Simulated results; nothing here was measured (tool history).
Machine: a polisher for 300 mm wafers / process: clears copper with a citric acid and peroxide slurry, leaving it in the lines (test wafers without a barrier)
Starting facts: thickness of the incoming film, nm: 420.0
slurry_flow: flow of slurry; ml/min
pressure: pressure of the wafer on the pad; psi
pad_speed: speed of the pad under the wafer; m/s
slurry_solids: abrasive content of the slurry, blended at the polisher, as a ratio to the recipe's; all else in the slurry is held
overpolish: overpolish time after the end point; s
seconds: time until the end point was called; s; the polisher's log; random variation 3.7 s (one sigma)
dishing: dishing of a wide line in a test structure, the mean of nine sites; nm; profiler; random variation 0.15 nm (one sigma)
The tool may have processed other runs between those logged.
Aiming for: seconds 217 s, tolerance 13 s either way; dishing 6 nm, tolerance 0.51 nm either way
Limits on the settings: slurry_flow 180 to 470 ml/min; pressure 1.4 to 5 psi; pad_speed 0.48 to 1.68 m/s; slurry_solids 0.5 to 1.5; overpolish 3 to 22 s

Run 1, hour 0: slurry_flow 300 ml/min, pressure 3.2 psi, pad_speed 1.08 m/s, slurry_solids 1, overpolish 11 s. Result: seconds 179.29 s, dishing 18.88 nm.
Run 2, hour 0.9: slurry_flow 300 ml/min, pressure 3.5 psi, pad_speed 1.08 m/s, slurry_solids 1, overpolish 11 s. Result: seconds 170.75 s, dishing 19.864 nm.
Run 3, hour 9.5: slurry_flow 300 ml/min, pressure 3.5 psi, pad_speed 1.08 m/s, slurry_solids 1.2, overpolish 11 s. Result: seconds 156.04 s, dishing 20.943 nm.
Run 4, hour 17.6: slurry_flow 300 ml/min, pressure 3 psi, pad_speed 1.06 m/s, slurry_solids 1.3, overpolish 9 s. Result: seconds 179.22 s, dishing 15.809 nm.
Run 5, hour 21.3: slurry_flow 295 ml/min, pressure 2.9 psi, pad_speed 0.98 m/s, slurry_solids 1.35, overpolish 7 s. Result: seconds 196.9 s, dishing 11.337 nm.
Run 6, hour 25.3: slurry_flow 355 ml/min, pressure 2.9 psi, pad_speed 0.98 m/s, slurry_solids 1.35, overpolish 7 s. Result: seconds 194.66 s, dishing 11.21 nm.
Run 7, hour 32.1: slurry_flow 390 ml/min, pressure 2.8 psi, pad_speed 0.94 m/s, slurry_solids 1.4, overpolish 6 s. Result: seconds 207.73 s, dishing 9.3084 nm.
Run 8, hour 39.1: slurry_flow 470 ml/min, pressure 2.5 psi, pad_speed 0.94 m/s, slurry_solids 1.5, overpolish 3 s. Result: seconds 226.94 s, dishing 4.4265 nm.
Run 9, hour 43.2: slurry_flow 470 ml/min, pressure 2.5 psi, pad_speed 0.94 m/s, slurry_solids 1.5, overpolish 3 s. Result: seconds 218.74 s, dishing 4.4425 nm.
Run 10, hour 47.2: slurry_flow 470 ml/min, pressure 2.5 psi, pad_speed 0.94 m/s, slurry_solids 1.5, overpolish 3 s. Result: seconds 217.44 s, dishing 4.5022 nm.
Run 11, hour 49.7: slurry_flow 450 ml/min, pressure 2.5 psi, pad_speed 0.94 m/s, slurry_solids 1.5, overpolish 3 s. Result: seconds 221.54 s, dishing 4.3352 nm.
Run 12, hour 54.8: slurry_flow 450 ml/min, pressure 2.6 psi, pad_speed 0.92 m/s, slurry_solids 1.45, overpolish 3 s. Result: seconds 224.08 s, dishing 4.432 nm.
Run 13, hour 56.6: slurry_flow 440 ml/min, pressure 2.8 psi, pad_speed 0.92 m/s, slurry_solids 1.4, overpolish 6 s. Result: seconds 211.54 s, dishing 9.0688 nm.
Run 14, hour 60.9: slurry_flow 440 ml/min, pressure 2.7 psi, pad_speed 0.96 m/s, slurry_solids 1.4, overpolish 6 s. Result: seconds 207 s, dishing 9.2587 nm.
Run 15, hour 69.5: slurry_flow 440 ml/min, pressure 2.3 psi, pad_speed 0.98 m/s, slurry_solids 1.4, overpolish 3 s. Result: seconds 243.93 s, dishing 4.2452 nm.
Run 16, hour 73.9: slurry_flow 440 ml/min, pressure 2.4 psi, pad_speed 0.98 m/s, slurry_solids 1.4, overpolish 3 s. Result: seconds 231.19 s, dishing 4.2729 nm.
Run 17, hour 80.7: slurry_flow 440 ml/min, pressure 2.5 psi, pad_speed 0.96 m/s, slurry_solids 1.4, overpolish 3 s. Result: seconds 223.25 s, dishing 4.1871 nm.
Run 18, hour 84.3: slurry_flow 440 ml/min, pressure 2.5 psi, pad_speed 0.94 m/s, slurry_solids 1.4, overpolish 3 s. Result: seconds 225.46 s, dishing 4.2908 nm.
Run 19, hour 85.1: slurry_flow 440 ml/min, pressure 2.7 psi, pad_speed 0.94 m/s, slurry_solids 1.4, overpolish 7 s. Result: seconds 212.92 s, dishing 10.76 nm.
Run 20, hour 91.6: slurry_flow 440 ml/min, pressure 2.6 psi, pad_speed 0.98 m/s, slurry_solids 1.35, overpolish 6 s. Result: seconds 216.78 s, dishing 9.235 nm.

Next run, 5 choices. One meets every target within its allowed miss, the rest don't. Which?
Run A, hour 98.1: slurry_flow 455 ml/min, pressure 2.8 psi, pad_speed 0.96 m/s, slurry_solids 1.3, overpolish 7 s. Result: seconds ?, dishing ?.
Run B, hour 98.1: slurry_flow 380 ml/min, pressure 3.3 psi, pad_speed 0.9 m/s, slurry_solids 1.1, overpolish 6 s. Result: seconds ?, dishing ?.
Run C, hour 98.1: slurry_flow 435 ml/min, pressure 2.5 psi, pad_speed 1.04 m/s, slurry_solids 1.35, overpolish 9 s. Result: seconds ?, dishing ?.
Run D, hour 98.1: slurry_flow 455 ml/min, pressure 2.7 psi, pad_speed 0.94 m/s, slurry_solids 1.3, overpolish 4 s. Result: seconds ?, dishing ?.
Run E, hour 98.1: slurry_flow 450 ml/min, pressure 2.6 psi, pad_speed 0.92 m/s, slurry_solids 1.5, overpolish 5 s. Result: seconds ?, dishing ?.

move  seconds  dishing
   A   202.29   11.108
   B   193.49   10.014
   C   209.26   13.651
   D   213.18   6.1241
   E   215.99   7.5168
A: its largest miss is bigger than the last run's
B: its largest miss is bigger than the last run's
C: its largest miss is bigger than the last run's
D: each result inside its tolerance
E: closes in on the targets versus the last run, not all within tolerance yet
So the answer is move D, the one that meets all the targets.

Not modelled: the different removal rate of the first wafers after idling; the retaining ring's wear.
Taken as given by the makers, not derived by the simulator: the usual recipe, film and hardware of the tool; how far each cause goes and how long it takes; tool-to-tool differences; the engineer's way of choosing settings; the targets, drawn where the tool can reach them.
